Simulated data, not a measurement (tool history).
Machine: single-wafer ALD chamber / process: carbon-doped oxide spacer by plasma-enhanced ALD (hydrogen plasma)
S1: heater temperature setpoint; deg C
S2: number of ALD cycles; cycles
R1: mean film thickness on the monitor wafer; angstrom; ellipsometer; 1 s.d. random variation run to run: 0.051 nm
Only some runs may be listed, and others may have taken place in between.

Run 1, hour 0: S1 415 deg C, S2 341 cycles. Result: R1 166.67 angstrom.
Run 2, hour 8.3: S1 412 deg C, S2 351 cycles. Result: R1 173 angstrom.
Run 3, hour 13.1: S1 412 deg C, S2 373 cycles. Result: R1 183.39 angstrom.
Run 4, hour 20: S1 405 deg C, S2 373 cycles. Result: R1 187.03 angstrom.
Run 5, hour 26.2: S1 404 deg C, S2 377 cycles. Result: R1 189.71 angstrom.
Run 6, hour 27.6: S1 403 deg C, S2 380 cycles. Result: R1 191.05 angstrom.
Run 7, hour 36.4: S1 402 deg C, S2 383 cycles. Result: R1 194.57 angstrom.
Run 8, hour 41.9: S1 401 deg C, S2 384 cycles. Result: R1 194.39 angstrom.

Estimate the outcome of run 9 from the log above:
Run 9, hour 48.6: S1 400 deg C, S2 386 cycles. Result: R1 ?.

R1: 195.94 angstrom
